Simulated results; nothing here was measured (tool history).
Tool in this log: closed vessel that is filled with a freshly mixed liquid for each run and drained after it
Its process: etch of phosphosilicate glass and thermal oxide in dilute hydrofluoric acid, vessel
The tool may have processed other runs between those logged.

run,day,temperature setpoint of the liquid (C),parts of water to one part of 49 % hydrofluoric acid (parts by volume),time in the liquid (s),thickness taken off the phosphosilicate glass on a monitor wafer (angstrom),thickness taken off the thermal oxide on a monitor wafer (angstrom)
1,0.000,21.0,175,60,683.70,16.1260
2,0.062,20.0,190,60,604.83,13.6360
3,0.083,20.0,205,60,545.29,12.8780
4,0.400,19.5,215,60,513.32,12.2550
5,0.621,19.0,220,60,490.68,11.2770
6,0.933,19.0,230,60,458.33,10.8970
7,1.012,18.5,235,60,443.70,10.0530
8,1.071,18.5,235,60,442.10,10.3440
9,1.212,18.0,240,60,421.84,9.7280

Expected results for the next run?
10,1.533,18.0,245,60,?,?

Run 10 yielded thickness taken off the phosphosilicate glass on a monitor wafer (angstrom) 411.85, thickness taken off the thermal oxide on a monitor wafer (angstrom) 9.3744.

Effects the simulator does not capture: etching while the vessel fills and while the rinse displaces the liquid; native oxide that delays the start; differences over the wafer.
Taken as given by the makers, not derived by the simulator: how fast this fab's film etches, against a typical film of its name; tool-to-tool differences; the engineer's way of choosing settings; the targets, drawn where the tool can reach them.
